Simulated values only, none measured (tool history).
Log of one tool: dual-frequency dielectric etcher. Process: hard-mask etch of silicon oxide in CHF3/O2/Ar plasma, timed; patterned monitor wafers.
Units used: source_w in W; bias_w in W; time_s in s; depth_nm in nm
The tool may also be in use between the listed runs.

| run | day | source_w | bias_w | time_s | depth_nm |
|---|---|---|---|---|---|
| 1 | 0 | 820 | 192 | 16 | 31.976 |
| 2 | 0.162 | 790 | 190 | 16 | 31.542 |
| 3 | 0.192 | 760 | 188 | 16 | 30.708 |
| 4 | 0.304 | 740 | 187 | 16 | 30.523 |
| 5 | 0.408 | 720 | 186 | 16 | 30.305 |
| 6 | 0.508 | 720 | 213 | 16 | 31.279 |

Expected results for the next run?
| 7 | 0.858 | 700 | 211 | 16 | ? |

{"run 7": {"depth_nm": 31.26}}
